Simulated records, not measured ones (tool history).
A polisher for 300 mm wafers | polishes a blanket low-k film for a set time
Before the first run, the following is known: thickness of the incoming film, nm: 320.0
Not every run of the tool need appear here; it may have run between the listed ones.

run  hour  flow of slurry (ml/min)  pressure of the wafer on the pad (kPa)  speed of the pad under the wafer (m/s)  abrasive content of the slurry  polishing time (s)  film removed (Å)
  1     0                      305                                    17.2                                     0.9                               1                  55             265.4
  2   3.5                      305                                    17.2                                     0.8                               1                  55            247.96
  3   7.5                      305                                    17.2                                     0.8                               1                  49            223.49
  4  13.5                      305                                    19.3                                     0.8                               1                  49            250.71
  5  14.8                      305                                    19.3                                    0.72                               1                  49            227.08
  6  18.4                      305                                    19.3                                    0.72                               1                  55            256.02
  7  22.1                      305                                    24.1                                    0.74                               1                  55            331.26
  8  26.6                      305                                    24.8                                    0.74                               1                  55            335.61

Expected results for the next run?
  9  32.5                      305                                    25.5                                    0.74                               1                  55                 ?

{"run 9": {"film removed (Å)": 345.89}}
